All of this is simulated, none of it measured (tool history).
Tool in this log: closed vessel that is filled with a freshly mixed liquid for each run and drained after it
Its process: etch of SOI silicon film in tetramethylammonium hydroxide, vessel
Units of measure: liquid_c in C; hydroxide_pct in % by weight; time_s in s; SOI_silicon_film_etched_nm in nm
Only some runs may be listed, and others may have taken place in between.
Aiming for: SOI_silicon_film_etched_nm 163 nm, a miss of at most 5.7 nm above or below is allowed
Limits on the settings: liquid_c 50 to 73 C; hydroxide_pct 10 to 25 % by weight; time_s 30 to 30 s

{"run": 1, "hour": 0.0, "liquid_c": 60, "hydroxide_pct": 19, "time_s": 30, "SOI_silicon_film_etched_nm": 91.472}
{"run": 2, "hour": 3.0, "liquid_c": 60, "hydroxide_pct": 19, "time_s": 30, "SOI_silicon_film_etched_nm": 90.487}
{"run": 3, "hour": 9.9, "liquid_c": 61.5, "hydroxide_pct": 19, "time_s": 30, "SOI_silicon_film_etched_nm": 101.09}
{"run": 4, "hour": 14.0, "liquid_c": 61.5, "hydroxide_pct": 17.5, "time_s": 30, "SOI_silicon_film_etched_nm": 101.55}
{"run": 5, "hour": 21.7, "liquid_c": 61.5, "hydroxide_pct": 15.5, "time_s": 30, "SOI_silicon_film_etched_nm": 109.6}
{"run": 6, "hour": 28.8, "liquid_c": 61.5, "hydroxide_pct": 15.5, "time_s": 30, "SOI_silicon_film_etched_nm": 109.26}
{"run": 7, "hour": 30.3, "liquid_c": 62.5, "hydroxide_pct": 15.5, "time_s": 30, "SOI_silicon_film_etched_nm": 118.52}
{"run": 8, "hour": 37.5, "liquid_c": 63.5, "hydroxide_pct": 15.5, "time_s": 30, "SOI_silicon_film_etched_nm": 123.95}
{"run": 9, "hour": 38.7, "liquid_c": 64.5, "hydroxide_pct": 15.5, "time_s": 30, "SOI_silicon_film_etched_nm": 129.47}
{"run": 10, "hour": 41.9, "liquid_c": 69, "hydroxide_pct": 15, "time_s": 30, "SOI_silicon_film_etched_nm": 172.68}

Of the 4 settings listed for the next run, only one would bring every result within its allowed miss of target. Which one?
{"run": "A", "hour": 45.1, "liquid_c": 66, "hydroxide_pct": 13.5, "time_s": 30, "SOI_silicon_film_etched_nm": "?"}
{"run": "B", "hour": 45.1, "liquid_c": 65, "hydroxide_pct": 11.5, "time_s": 30, "SOI_silicon_film_etched_nm": "?"}
{"run": "C", "hour": 45.1, "liquid_c": 69, "hydroxide_pct": 18, "time_s": 30, "SOI_silicon_film_etched_nm": "?"}
{"run": "D", "hour": 45.1, "liquid_c": 67.5, "hydroxide_pct": 17, "time_s": 30, "SOI_silicon_film_etched_nm": "?"}

move=A SOI_silicon_film_etched_nm=152.77
move=B SOI_silicon_film_etched_nm=154.09
move=C SOI_silicon_film_etched_nm=161.97
move=D SOI_silicon_film_etched_nm=151.52
A: moves the result that the last run missed by most past its target, out the other side
B: moves the result that the last run missed by most past its target, out the other side
C: hits every target within its allowed miss
D: moves the result that the last run missed by most past its target, out the other side
The move that meets every target is C.
